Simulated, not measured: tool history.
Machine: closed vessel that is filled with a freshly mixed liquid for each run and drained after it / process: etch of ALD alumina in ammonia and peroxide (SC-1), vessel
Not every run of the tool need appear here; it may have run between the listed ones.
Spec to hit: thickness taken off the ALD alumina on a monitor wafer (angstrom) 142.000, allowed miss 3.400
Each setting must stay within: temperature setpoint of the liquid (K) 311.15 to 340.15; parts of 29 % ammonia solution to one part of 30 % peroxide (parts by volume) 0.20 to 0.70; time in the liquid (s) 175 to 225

run  hour  temperature setpoint of the liquid (K)  parts of 29 % ammonia solution to one part of 30 % peroxide (parts by volume)  time in the liquid (s)  thickness taken off the ALD alumina on a monitor wafer (angstrom)
  1   0.0                                  324.15                                                                           0.40                     225                                                            100.520
  2   8.5                                  325.15                                                                           0.40                     225                                                            105.450
  3  12.6                                  325.15                                                                           0.40                     175                                                             82.702
  4  14.4                                  322.15                                                                           0.40                     175                                                             69.435
  5  20.2                                  322.15                                                                           0.50                     175                                                             71.552
  6  26.3                                  324.15                                                                           0.50                     175                                                             79.626
  7  30.0                                  326.15                                                                           0.50                     175                                                             87.322
  8  36.2                                  327.65                                                                           0.50                     175                                                             96.035
     43.4  -- new drum of ammonia solution connected
  9  43.4                                  327.65                                                                           0.50                     175                                                             96.083
 10  46.3                                  335.65                                                                           0.50                     175                                                            147.890

Of the 5 settings listed for the next run, only one would bring every result within its allowed miss of target. Which one?
  A  49.2                                  333.15                                                                           0.35                     190                                                                  ?
  B  49.2                                  333.15                                                                           0.55                     210                                                                  ?
  C  49.2                                  332.65                                                                           0.50                     185                                                                  ?
  D  49.2                                  334.65                                                                           0.45                     195                                                                  ?
  E  49.2                                  333.15                                                                           0.45                     195                                                                  ?

move  thickness taken off the ALD alumina on a monitor wafer (angstrom)
   A                                                            137.090
   B                                                            158.150
   C                                                            134.560
   D                                                            155.570
   E                                                            144.090
A: takes the result that was furthest off past its target
B: its largest miss is bigger than the last run's
C: takes the result that was furthest off past its target
D: its largest miss is bigger than the last run's
E: every result lands within tolerance
Correct choice: E, which meets every target
